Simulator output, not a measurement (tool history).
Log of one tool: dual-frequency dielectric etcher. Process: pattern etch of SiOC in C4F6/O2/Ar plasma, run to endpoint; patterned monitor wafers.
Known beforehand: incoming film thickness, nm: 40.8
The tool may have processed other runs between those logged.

{"run": 1, "hour": 0.0, "bias power (kW)": 0.413, "source power (kW)": 0.35, "endpoint time (s)": 14.075}
{"run": 2, "hour": 6.7, "bias power (kW)": 0.413, "source power (kW)": 0.32, "endpoint time (s)": 14.449}
{"run": 3, "hour": 8.2, "bias power (kW)": 0.392, "source power (kW)": 0.32, "endpoint time (s)": 14.57}
{"run": 4, "hour": 11.6, "bias power (kW)": 0.457, "source power (kW)": 0.32, "endpoint time (s)": 14.058}
{"run": 5, "hour": 19.8, "bias power (kW)": 0.457, "source power (kW)": 0.28, "endpoint time (s)": 14.731}
{"run": 6, "hour": 24.5, "bias power (kW)": 0.457, "source power (kW)": 0.34, "endpoint time (s)": 13.595}
{"run": 7, "hour": 33.1, "bias power (kW)": 0.457, "source power (kW)": 0.34, "endpoint time (s)": 13.483}

Predict the results of run 8:
{"run": 8, "hour": 35.3, "bias power (kW)": 0.423, "source power (kW)": 0.34, "endpoint time (s)": "?"}

endpoint time (s): 14.034

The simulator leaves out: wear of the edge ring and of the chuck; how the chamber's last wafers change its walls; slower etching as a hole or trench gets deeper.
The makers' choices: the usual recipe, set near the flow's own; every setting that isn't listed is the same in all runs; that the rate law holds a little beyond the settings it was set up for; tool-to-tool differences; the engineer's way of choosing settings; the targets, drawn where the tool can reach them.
